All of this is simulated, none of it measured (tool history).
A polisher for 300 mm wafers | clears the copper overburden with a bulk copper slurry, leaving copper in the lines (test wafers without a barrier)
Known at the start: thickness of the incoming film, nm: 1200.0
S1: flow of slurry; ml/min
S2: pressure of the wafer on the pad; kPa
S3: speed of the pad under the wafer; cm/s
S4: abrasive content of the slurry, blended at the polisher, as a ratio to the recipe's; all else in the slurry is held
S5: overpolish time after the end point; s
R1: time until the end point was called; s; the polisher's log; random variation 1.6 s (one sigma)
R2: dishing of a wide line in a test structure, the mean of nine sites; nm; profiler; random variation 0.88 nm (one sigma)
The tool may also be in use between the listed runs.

run	day	S1	S2	S3	S4	S5	R1	R2
1	0.000	200	19.3	142	1.00	17	72.360	74.989
2	0.100	200	17.2	142	1.00	17	80.962	68.623
3	0.204	200	13.8	142	1.00	17	98.203	61.382
4	0.554	200	13.1	150	1.00	15	99.970	58.988
5	0.862	205	12.4	162	1.00	13	96.999	55.549
6	0.992	170	12.4	162	1.00	13	102.640	54.720
7	1.167	170	11.7	172	1.05	12	100.230	51.369
8	1.529	165	11.7	178	1.10	11	93.572	50.799
9	1.792	160	11.0	184	1.15	10	98.515	48.494
10	1.917	155	11.0	190	1.20	9	94.467	44.901

The next listed run, before its measurement:
11	2.054	155	11.0	192	1.20	8	?	?

R1: 95.281 s
R2: 43.268 nm
